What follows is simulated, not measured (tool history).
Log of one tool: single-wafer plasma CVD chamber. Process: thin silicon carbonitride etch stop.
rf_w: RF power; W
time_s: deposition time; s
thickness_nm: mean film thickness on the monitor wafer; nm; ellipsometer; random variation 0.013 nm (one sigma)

| run | hour | rf_w | time_s | thickness_nm |
|---|---|---|---|---|
| 1 | 0.0 | 175 | 8.21 | 4.2557 |
| 2 | 2.8 | 170 | 8.13 | 4.1707 |
| 3 | 4.9 | 165 | 8.08 | 4.1316 |
| 4 | 11.1 | 160 | 8.01 | 4.0695 |
| 5 | 18.0 | 155 | 7.95 | 3.9769 |
| 6 | 21.8 | 155 | 7.93 | 3.9812 |
| 7 | 25.9 | 150 | 7.90 | 3.9213 |

The next listed run, before its measurement:
| 8 | 29.7 | 150 | 7.88 | ? |

Run 8 gave thickness_nm 3.9314 nm.

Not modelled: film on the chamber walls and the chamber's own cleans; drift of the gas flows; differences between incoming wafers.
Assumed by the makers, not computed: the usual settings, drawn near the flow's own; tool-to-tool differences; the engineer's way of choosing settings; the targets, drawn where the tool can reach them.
